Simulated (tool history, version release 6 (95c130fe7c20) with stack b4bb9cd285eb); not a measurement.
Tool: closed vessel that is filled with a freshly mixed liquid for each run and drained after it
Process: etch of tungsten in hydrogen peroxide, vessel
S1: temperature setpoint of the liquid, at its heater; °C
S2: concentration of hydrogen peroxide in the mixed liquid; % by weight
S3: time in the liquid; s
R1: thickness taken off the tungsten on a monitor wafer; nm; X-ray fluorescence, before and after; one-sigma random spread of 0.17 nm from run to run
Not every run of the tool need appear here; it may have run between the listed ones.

run  hour    S1  S2  S3      R1
  1     0    43  26  30  41.361
  2   4.9  41.5  26  30  37.496
  3  12.6  41.5  30  30   40.65
  4  20.7    40  30  30  36.764
  5  27.3    34  30  30   24.47
  6  33.3    35  30  30  26.353

Run 7, settings as shown, results not yet in. Your forecast:
  7  37.2  35.5  30  30   ?

R1: 27.245 nm
